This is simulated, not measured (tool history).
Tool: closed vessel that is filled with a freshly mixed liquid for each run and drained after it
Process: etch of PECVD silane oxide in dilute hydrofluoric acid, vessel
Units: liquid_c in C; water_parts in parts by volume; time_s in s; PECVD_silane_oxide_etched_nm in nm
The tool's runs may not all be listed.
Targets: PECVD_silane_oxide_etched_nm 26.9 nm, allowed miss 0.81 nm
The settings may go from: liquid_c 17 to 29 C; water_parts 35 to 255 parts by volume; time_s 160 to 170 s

{"run": 1, "hour": 0.0, "liquid_c": 21, "water_parts": 145, "time_s": 160, "PECVD_silane_oxide_etched_nm": 35.442}
{"run": 2, "hour": 0.7, "liquid_c": 20, "water_parts": 150, "time_s": 160, "PECVD_silane_oxide_etched_nm": 32.977}
{"run": 3, "hour": 7.2, "liquid_c": 20, "water_parts": 110, "time_s": 160, "PECVD_silane_oxide_etched_nm": 46.423}
{"run": 4, "hour": 10.0, "liquid_c": 19.5, "water_parts": 125, "time_s": 160, "PECVD_silane_oxide_etched_nm": 39.434}
{"run": 5, "hour": 13.7, "liquid_c": 19.5, "water_parts": 125, "time_s": 170, "PECVD_silane_oxide_etched_nm": 41.916}
{"run": 6, "hour": 20.6, "liquid_c": 19, "water_parts": 135, "time_s": 170, "PECVD_silane_oxide_etched_nm": 37.412}
{"run": 7, "hour": 27.7, "liquid_c": 18.5, "water_parts": 140, "time_s": 170, "PECVD_silane_oxide_etched_nm": 35.537}
{"run": 8, "hour": 30.5, "liquid_c": 18, "water_parts": 145, "time_s": 170, "PECVD_silane_oxide_etched_nm": 33.376}
{"run": 9, "hour": 36.3, "liquid_c": 17.5, "water_parts": 150, "time_s": 170, "PECVD_silane_oxide_etched_nm": 31.211}
{"run": 10, "hour": 43.8, "liquid_c": 17.5, "water_parts": 155, "time_s": 170, "PECVD_silane_oxide_etched_nm": 30.11}
{"run": 11, "hour": 46.6, "liquid_c": 17.5, "water_parts": 160, "time_s": 170, "PECVD_silane_oxide_etched_nm": 29.171}

5 next moves are on the table. One of them brings every result within its allowed miss. Which?
{"run": "A", "hour": 49.4, "liquid_c": 17.5, "water_parts": 145, "time_s": 170, "PECVD_silane_oxide_etched_nm": "?"}
{"run": "B", "hour": 49.4, "liquid_c": 17.5, "water_parts": 165, "time_s": 160, "PECVD_silane_oxide_etched_nm": "?"}
{"run": "C", "hour": 49.4, "liquid_c": 18, "water_parts": 145, "time_s": 170, "PECVD_silane_oxide_etched_nm": "?"}
{"run": "D", "hour": 49.4, "liquid_c": 19, "water_parts": 155, "time_s": 170, "PECVD_silane_oxide_etched_nm": "?"}
{"run": "E", "hour": 49.4, "liquid_c": 17.5, "water_parts": 140, "time_s": 170, "PECVD_silane_oxide_etched_nm": "?"}

move=A PECVD_silane_oxide_etched_nm=33.041
move=B PECVD_silane_oxide_etched_nm=26.8
move=C PECVD_silane_oxide_etched_nm=33.722
move=D PECVD_silane_oxide_etched_nm=32.518
move=E PECVD_silane_oxide_etched_nm=34.391
A: further off than the last run
B: meets every target
C: further off than the last run
D: further off than the last run
E: further off than the last run
The right move is B.

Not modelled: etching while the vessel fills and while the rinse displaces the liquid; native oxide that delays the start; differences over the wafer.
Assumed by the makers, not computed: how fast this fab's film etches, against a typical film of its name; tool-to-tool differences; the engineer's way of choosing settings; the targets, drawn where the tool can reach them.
